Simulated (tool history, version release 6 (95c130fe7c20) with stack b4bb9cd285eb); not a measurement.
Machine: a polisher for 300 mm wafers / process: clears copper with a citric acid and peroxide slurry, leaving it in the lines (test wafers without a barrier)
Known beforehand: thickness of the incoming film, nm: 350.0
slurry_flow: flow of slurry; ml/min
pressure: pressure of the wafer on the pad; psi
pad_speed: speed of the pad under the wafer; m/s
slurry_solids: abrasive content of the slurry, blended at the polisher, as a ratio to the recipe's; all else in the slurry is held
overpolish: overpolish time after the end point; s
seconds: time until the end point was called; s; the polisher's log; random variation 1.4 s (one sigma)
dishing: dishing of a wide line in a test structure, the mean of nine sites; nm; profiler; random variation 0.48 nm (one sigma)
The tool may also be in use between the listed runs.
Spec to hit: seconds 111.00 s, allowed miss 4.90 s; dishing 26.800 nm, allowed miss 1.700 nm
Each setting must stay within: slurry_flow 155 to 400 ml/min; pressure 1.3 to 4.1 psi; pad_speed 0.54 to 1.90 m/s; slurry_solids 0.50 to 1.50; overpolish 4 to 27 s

run 1 day=0.000 | slurry_flow=255 pressure=2.7 pad_speed=1.22 slurry_solids=1.00 overpolish=14 | seconds=163.18 dishing=20.691
run 2 day=0.217 | slurry_flow=255 pressure=3.0 pad_speed=1.22 slurry_solids=1.00 overpolish=14 | seconds=152.83 dishing=22.194
run 3 day=0.421 | slurry_flow=255 pressure=3.0 pad_speed=1.22 slurry_solids=1.20 overpolish=14 | seconds=142.30 dishing=22.440
run 4 day=0.583 | slurry_flow=255 pressure=3.0 pad_speed=1.22 slurry_solids=1.00 overpolish=14 | seconds=148.99 dishing=22.031
run 5 day=0.783 | slurry_flow=255 pressure=2.4 pad_speed=1.22 slurry_solids=1.00 overpolish=14 | seconds=178.71 dishing=18.354
run 6 day=1.004 | slurry_flow=260 pressure=2.8 pad_speed=1.24 slurry_solids=1.00 overpolish=13 | seconds=156.80 dishing=19.829
run 7 day=1.325 | slurry_flow=260 pressure=3.5 pad_speed=1.28 slurry_solids=1.00 overpolish=12 | seconds=124.88 dishing=23.023
run 8 day=1.354 | slurry_flow=260 pressure=3.6 pad_speed=1.28 slurry_solids=1.00 overpolish=12 | seconds=123.52 dishing=22.851
run 9 day=1.400 | slurry_flow=260 pressure=3.7 pad_speed=1.28 slurry_solids=1.00 overpolish=12 | seconds=118.96 dishing=23.381
run 10 day=1.675 | slurry_flow=260 pressure=3.8 pad_speed=1.28 slurry_solids=1.00 overpolish=12 | seconds=118.21 dishing=24.029

Consider the 4 candidate settings below. Which is the only one whose results all fall within their allowed miss of target?
run A day=1.950 | slurry_flow=305 pressure=3.7 pad_speed=1.10 slurry_solids=0.95 overpolish=15 | seconds=? dishing=?
run B day=1.950 | slurry_flow=280 pressure=3.9 pad_speed=1.32 slurry_solids=1.00 overpolish=13 | seconds=? dishing=?
run C day=1.950 | slurry_flow=305 pressure=3.5 pad_speed=1.76 slurry_solids=0.80 overpolish=11 | seconds=? dishing=?
run D day=1.950 | slurry_flow=295 pressure=4.1 pad_speed=1.34 slurry_solids=1.15 overpolish=14 | seconds=? dishing=?

move=A seconds=136.58 dishing=25.744
move=B seconds=111.87 dishing=27.012
move=C seconds=97.39 dishing=26.306
move=D seconds=102.94 dishing=30.781
A: brings the result that was furthest off to its target, and leaves another outside
B: meets every target
C: brings the result that was furthest off to its target, and leaves another outside
D: carries the result that was furthest off beyond its target, to the other side
Answer: B
